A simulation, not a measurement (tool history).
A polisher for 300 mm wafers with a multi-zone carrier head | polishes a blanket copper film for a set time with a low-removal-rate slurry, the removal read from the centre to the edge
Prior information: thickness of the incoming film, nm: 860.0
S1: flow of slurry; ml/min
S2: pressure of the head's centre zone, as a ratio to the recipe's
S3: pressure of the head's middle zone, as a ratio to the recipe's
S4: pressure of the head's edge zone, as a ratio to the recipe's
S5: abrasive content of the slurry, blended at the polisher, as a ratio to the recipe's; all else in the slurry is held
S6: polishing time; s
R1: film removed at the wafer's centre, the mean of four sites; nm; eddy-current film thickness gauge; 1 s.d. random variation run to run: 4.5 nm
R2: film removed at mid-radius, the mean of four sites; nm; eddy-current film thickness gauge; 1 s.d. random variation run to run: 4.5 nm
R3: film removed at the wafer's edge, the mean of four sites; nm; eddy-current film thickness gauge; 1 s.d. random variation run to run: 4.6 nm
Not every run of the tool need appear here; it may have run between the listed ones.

run,hour,S1,S2,S3,S4,S5,S6,R1,R2,R3
1,0,235,1,1,1,1,78,237.21,242.81,247.22
2,8.2,235,1,1,1.03,1,78,236.86,247.1,250.57
3,14.8,265,1,1,1.03,1,78,242.78,236.45,250.16
4,17.6,265,1.02,1.02,1.03,1.1,82,259.62,265.97,262.07
5,20.3,265,1.02,1.1,1.03,1.1,82,252.45,277.17,271.31
6,25.2,220,1.02,1.1,1.03,1.1,82,251.91,268.22,265.9
7,28.6,225,1.12,1.14,1.08,1.35,93,325.1,325.46,319.75
8,31,230,1.13,1.14,1.08,1.4,93,334.76,327.22,327.11
# hour 37: worn pad replaced by a new one
9,37,245,1.16,1.17,1.08,1.45,93,395.16,390.78,364.02
10,44.2,245,1.16,1.17,1.08,1.45,93,402.18,386.19,360.66

Predict the results of run 11:
11,48.9,235,1.16,1.17,1.08,1.45,93,?,?,?

{"run 11": {"R1": 398.35, "R2": 380.42, "R3": 370.13}}
